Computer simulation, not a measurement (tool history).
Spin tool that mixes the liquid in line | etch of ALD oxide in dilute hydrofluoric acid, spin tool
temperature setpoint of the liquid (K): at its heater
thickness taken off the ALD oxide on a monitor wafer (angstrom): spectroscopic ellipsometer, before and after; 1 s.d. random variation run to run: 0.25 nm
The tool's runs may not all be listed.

run,hour,temperature setpoint of the liquid (K),parts of water to one part of 49 % hydrofluoric acid (parts by volume),time under the liquid (s),thickness taken off the ALD oxide on a monitor wafer (angstrom)
1,0.0,296.15,190,180,237.06
2,5.1,296.15,120,180,396.52
3,9.7,295.15,125,180,365.21
4,17.0,293.65,125,180,344.51
5,24.1,293.65,125,190,360.68
6,27.5,293.65,125,180,347.10

Estimate the outcome of run 7 from the log above:
7,33.1,293.15,130,180,?

thickness taken off the ALD oxide on a monitor wafer (angstrom): 322.80
